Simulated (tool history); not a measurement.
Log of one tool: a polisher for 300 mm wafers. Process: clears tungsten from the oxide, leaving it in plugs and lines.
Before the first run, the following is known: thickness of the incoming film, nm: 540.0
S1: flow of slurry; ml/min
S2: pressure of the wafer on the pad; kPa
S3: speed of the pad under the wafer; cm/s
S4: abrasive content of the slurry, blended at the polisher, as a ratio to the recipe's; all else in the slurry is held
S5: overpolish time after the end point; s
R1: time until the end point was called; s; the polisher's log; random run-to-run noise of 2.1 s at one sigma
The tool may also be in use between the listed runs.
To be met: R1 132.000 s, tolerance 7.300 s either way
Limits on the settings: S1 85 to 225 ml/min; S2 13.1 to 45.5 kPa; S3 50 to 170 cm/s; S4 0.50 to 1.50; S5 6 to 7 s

run	hour	S1	S2	S3	S4	S5	R1
1	0.0	145	29.0	110	1.00	7	95.976
2	7.6	175	29.0	110	1.00	7	91.077
3	8.2	175	29.0	110	1.15	7	91.010
4	12.3	175	29.0	124	1.15	7	80.726
5	19.8	175	26.9	124	1.15	7	85.395
6	24.6	175	24.8	124	1.15	7	91.484
7	28.0	175	23.4	124	1.15	7	96.428
8	31.2	175	22.1	124	1.15	7	105.480

Of the 4 settings listed for the next run, only one would bring every result within its allowed miss of target. Which one?
A	34.4	160	15.9	124	0.90	7	?
B	34.4	200	17.2	138	1.20	7	?
C	34.4	165	18.6	116	1.05	7	?
D	34.4	195	24.8	140	1.20	6	?

move	R1
A	146.950
B	112.570
C	131.090
D	79.381
A: the result that was furthest off in the last run now lies on the other side of its target
B: moves toward the targets from the last run without getting all of them in spec
C: all results in spec
D: its largest miss is bigger than the last run's
The right move is C.

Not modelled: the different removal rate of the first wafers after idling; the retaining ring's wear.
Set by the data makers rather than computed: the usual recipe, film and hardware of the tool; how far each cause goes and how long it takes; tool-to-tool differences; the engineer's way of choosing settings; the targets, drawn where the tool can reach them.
